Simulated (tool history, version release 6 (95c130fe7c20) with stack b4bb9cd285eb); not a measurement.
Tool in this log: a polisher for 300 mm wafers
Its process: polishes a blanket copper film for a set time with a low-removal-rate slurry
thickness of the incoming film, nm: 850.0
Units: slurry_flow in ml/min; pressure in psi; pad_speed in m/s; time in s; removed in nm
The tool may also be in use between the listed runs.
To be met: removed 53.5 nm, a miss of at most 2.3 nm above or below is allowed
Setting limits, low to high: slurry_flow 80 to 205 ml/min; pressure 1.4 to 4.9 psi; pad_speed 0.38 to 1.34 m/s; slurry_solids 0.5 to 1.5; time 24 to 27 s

run  hour  slurry_flow  pressure  pad_speed  slurry_solids  time  removed
  1     0          135       3.1       0.86              1    27    74.52
  2   6.2          135         3       0.86              1    27   74.267
  3   8.2          160         3       0.86              1    27   74.437
  4   8.7          160         3       0.86              1    27   75.311
  5  16.1          160         3       0.86              1    27   73.919
  6  21.5          160       2.7       0.86              1    27   69.186
  7  24.9          145       1.8       0.84              1    27    46.17
     32.1  -- head pressure recalibrated
  8  32.1          145       1.9       0.84              1    27   50.898

Consider the 5 candidate settings below. Which is the only one whose results all fall within their allowed miss of target?
  A  39.3          145         2       0.86           0.95    27        ?
  B  39.3          135         2       0.78            1.1    26        ?
  C  39.3          140       2.2       0.86           1.05    27        ?
  D  39.3          140       1.7       0.92           0.95    27        ?
  E  39.3          175       2.8       0.66              1    27        ?

move  removed
   A   53.575
   B   48.343
   C   59.458
   D   49.621
   E   58.134
A: meets every target
B: further off than the last run
C: the result that was furthest off in the last run now lies on the other side of its target
D: further off than the last run
E: the result that was furthest off in the last run now lies on the other side of its target
Answer: A
